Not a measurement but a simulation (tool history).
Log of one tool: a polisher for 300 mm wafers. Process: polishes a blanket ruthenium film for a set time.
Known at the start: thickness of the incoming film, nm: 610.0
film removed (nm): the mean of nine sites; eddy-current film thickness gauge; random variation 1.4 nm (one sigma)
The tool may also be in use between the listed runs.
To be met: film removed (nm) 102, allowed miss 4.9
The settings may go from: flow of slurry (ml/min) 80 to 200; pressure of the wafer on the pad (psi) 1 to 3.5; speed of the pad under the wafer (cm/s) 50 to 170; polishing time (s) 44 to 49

run	day	flow of slurry (ml/min)	pressure of the wafer on the pad (psi)	speed of the pad under the wafer (cm/s)	polishing time (s)	film removed (nm)
1	0	130	2.2	110	49	53.231
2	0.192	130	2.4	110	49	58.814
3	0.512	130	2.6	110	49	62.028
4	0.862	100	2.6	110	49	57.923
5	1.15	100	2.1	110	49	47.575
6	1.442	85	2.1	110	49	44.814
# day 1.604: worn pad replaced by a new one
7	1.604	95	2.3	110	49	56.123
8	1.971	95	2.5	110	49	60.133

5 next moves are on the table. One of them brings every result within its allowed miss. Which?
A	2.338	125	2.3	168	49	?
B	2.338	120	3	142	49	?
C	2.338	100	3.1	158	49	?
D	2.338	85	2.9	148	49	?
E	2.338	90	3.3	128	49	?

move	film removed (nm)
A	92.73
B	100.96
C	110.31
D	92.045
E	92.422
A: nearer than the last run, and not there yet
B: meets every target
C: takes the result that was furthest off past its target
D: nearer than the last run, and not there yet
E: nearer than the last run, and not there yet
The right move is B.
